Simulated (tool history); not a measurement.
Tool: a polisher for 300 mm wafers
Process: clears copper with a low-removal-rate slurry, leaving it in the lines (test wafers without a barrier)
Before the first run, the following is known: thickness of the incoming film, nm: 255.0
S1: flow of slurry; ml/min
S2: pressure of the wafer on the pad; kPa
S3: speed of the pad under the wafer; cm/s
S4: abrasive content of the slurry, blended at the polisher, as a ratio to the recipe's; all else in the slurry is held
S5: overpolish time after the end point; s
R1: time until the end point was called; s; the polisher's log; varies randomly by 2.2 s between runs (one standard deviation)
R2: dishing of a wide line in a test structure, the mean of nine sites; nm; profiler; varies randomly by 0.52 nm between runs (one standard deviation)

run 1 hour=0 | S1=245 S2=21.4 S3=96 S4=1 S5=13 | R1=88.019 R2=31.885
run 2 hour=5.4 | S1=245 S2=21.4 S3=110 S4=1 S5=13 | R1=78.749 R2=34.139
run 3 hour=12 | S1=245 S2=19.3 S3=108 S4=1 S5=14 | R1=88.65 R2=32.058
run 4 hour=14.9 | S1=245 S2=17.9 S3=106 S4=1 S5=15 | R1=96.605 R2=31.677
run 5 hour=17 | S1=300 S2=17.9 S3=106 S4=1 S5=15 | R1=92.299 R2=31.605
run 6 hour=24.1 | S1=260 S2=17.9 S3=106 S4=1 S5=15 | R1=94.733 R2=32.972

Estimate the outcome of run 7 from the log above:
run 7 hour=31.5 | S1=260 S2=16.5 S3=106 S4=1 S5=15 | R1=? R2=?

R1: 102.04 s
R2: 29.943 nm

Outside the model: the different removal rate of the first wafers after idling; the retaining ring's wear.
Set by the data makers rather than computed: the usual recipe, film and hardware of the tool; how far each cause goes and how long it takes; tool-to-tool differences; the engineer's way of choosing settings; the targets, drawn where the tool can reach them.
